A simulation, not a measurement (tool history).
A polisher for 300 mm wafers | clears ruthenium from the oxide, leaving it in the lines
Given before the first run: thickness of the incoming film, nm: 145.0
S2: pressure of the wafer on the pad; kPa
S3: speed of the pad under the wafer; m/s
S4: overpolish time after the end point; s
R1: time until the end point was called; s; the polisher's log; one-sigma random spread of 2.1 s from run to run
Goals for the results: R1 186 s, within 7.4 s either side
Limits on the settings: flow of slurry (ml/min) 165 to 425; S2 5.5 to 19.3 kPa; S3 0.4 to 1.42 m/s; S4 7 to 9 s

Run 1, hour 0: flow of slurry (ml/min) 275, S2 12.4 kPa, S3 0.9 m/s, S4 9 s. Result: R1 137.58 s.
Run 2, hour 4.5: flow of slurry (ml/min) 245, S2 12.4 kPa, S3 0.9 m/s, S4 9 s. Result: R1 143.33 s.
Run 3, hour 10.5: flow of slurry (ml/min) 240, S2 11.7 kPa, S3 0.9 m/s, S4 9 s. Result: R1 146.32 s.
Run 4, hour 11.5: flow of slurry (ml/min) 240, S2 11.7 kPa, S3 1.1 m/s, S4 9 s. Result: R1 127.51 s.
Run 5, hour 20.2: flow of slurry (ml/min) 270, S2 11.7 kPa, S3 1.1 m/s, S4 9 s. Result: R1 125.75 s.
Run 6, hour 29: flow of slurry (ml/min) 270, S2 11 kPa, S3 1.1 m/s, S4 9 s. Result: R1 128.55 s.
Run 7, hour 33.7: flow of slurry (ml/min) 265, S2 10.3 kPa, S3 1.1 m/s, S4 9 s. Result: R1 135.09 s.
Run 8, hour 37.5: flow of slurry (ml/min) 260, S2 9.7 kPa, S3 1.1 m/s, S4 9 s. Result: R1 142.54 s.

Which one of the following 4 next-run settings gets every result inside its allowed miss? There is exactly one.
Run A, hour 41.3: flow of slurry (ml/min) 245, S2 8.3 kPa, S3 0.96 m/s, S4 7 s. Result: R1 ?.
Run B, hour 41.3: flow of slurry (ml/min) 235, S2 8.3 kPa, S3 0.96 m/s, S4 9 s. Result: R1 ?.
Run C, hour 41.3: flow of slurry (ml/min) 265, S2 5.5 kPa, S3 1.14 m/s, S4 7 s. Result: R1 ?.
Run D, hour 41.3: flow of slurry (ml/min) 295, S2 12.4 kPa, S3 1.2 m/s, S4 9 s. Result: R1 ?.

move      R1
   A  174.96
   B  175.82
   C  186.54
   D  110.55
A: an improvement on the last run, though not all results are within tolerance
B: an improvement on the last run, though not all results are within tolerance
C: meets every target
D: the biggest miss grows against the last run
Correct choice: C, which meets every target
